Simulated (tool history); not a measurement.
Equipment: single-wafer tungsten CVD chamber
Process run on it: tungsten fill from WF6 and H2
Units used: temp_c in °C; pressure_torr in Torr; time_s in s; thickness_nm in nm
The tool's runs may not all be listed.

{"run": 1, "hour": 0.0, "temp_c": 380, "pressure_torr": 47, "time_s": 12, "thickness_nm": 26.732}
{"run": 2, "hour": 5.9, "temp_c": 375, "pressure_torr": 46.8, "time_s": 12, "thickness_nm": 24.146}
{"run": 3, "hour": 8.7, "temp_c": 375, "pressure_torr": 52.6, "time_s": 12, "thickness_nm": 25.526}
{"run": 4, "hour": 12.6, "temp_c": 375, "pressure_torr": 52.6, "time_s": 12, "thickness_nm": 25.486}
{"run": 5, "hour": 14.0, "temp_c": 375, "pressure_torr": 45.1, "time_s": 12, "thickness_nm": 23.706}
{"run": 6, "hour": 20.1, "temp_c": 375, "pressure_torr": 50.6, "time_s": 12, "thickness_nm": 25.15}

What will run 7 give?
{"run": 7, "hour": 25.9, "temp_c": 371, "pressure_torr": 50.4, "time_s": 12, "thickness_nm": "?"}

thickness_nm: 22.855 nm
